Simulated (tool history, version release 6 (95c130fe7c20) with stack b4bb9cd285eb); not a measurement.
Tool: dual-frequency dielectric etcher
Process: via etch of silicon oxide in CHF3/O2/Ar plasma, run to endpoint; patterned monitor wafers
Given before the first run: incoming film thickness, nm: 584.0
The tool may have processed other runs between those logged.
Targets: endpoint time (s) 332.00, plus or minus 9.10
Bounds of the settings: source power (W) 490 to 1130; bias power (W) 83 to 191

run 1 hour=0.0 | source_power_(W)=810 bias_power_(W)=137 | endpoint_time_(s)=270.82
run 2 hour=7.0 | source_power_(W)=760 bias_power_(W)=132 | endpoint_time_(s)=278.10
run 3 hour=7.8 | source_power_(W)=710 bias_power_(W)=125 | endpoint_time_(s)=288.68
run 4 hour=16.2 | source_power_(W)=830 bias_power_(W)=125 | endpoint_time_(s)=270.11
run 5 hour=22.4 | source_power_(W)=770 bias_power_(W)=121 | endpoint_time_(s)=281.64
run 6 hour=26.4 | source_power_(W)=870 bias_power_(W)=121 | endpoint_time_(s)=270.65
run 7 hour=33.8 | source_power_(W)=810 bias_power_(W)=115 | endpoint_time_(s)=283.50
run 8 hour=40.4 | source_power_(W)=810 bias_power_(W)=115 | endpoint_time_(s)=279.81
run 9 hour=47.1 | source_power_(W)=650 bias_power_(W)=91 | endpoint_time_(s)=322.71

Exercise: of the 4 proposed moves below, exactly one satisfies all targets within the stated allowed misses. Which move is it?
run A hour=53.8 | source_power_(W)=790 bias_power_(W)=87 | endpoint_time_(s)=?
run B hour=53.8 | source_power_(W)=600 bias_power_(W)=86 | endpoint_time_(s)=?
run C hour=53.8 | source_power_(W)=750 bias_power_(W)=93 | endpoint_time_(s)=?
run D hour=53.8 | source_power_(W)=720 bias_power_(W)=102 | endpoint_time_(s)=?

move=A endpoint_time_(s)=307.94
move=B endpoint_time_(s)=336.86
move=C endpoint_time_(s)=308.22
move=D endpoint_time_(s)=305.23
A: lands further from the targets than the last run did
B: every result within its allowed miss
C: lands further from the targets than the last run did
D: lands further from the targets than the last run did
Answer: B
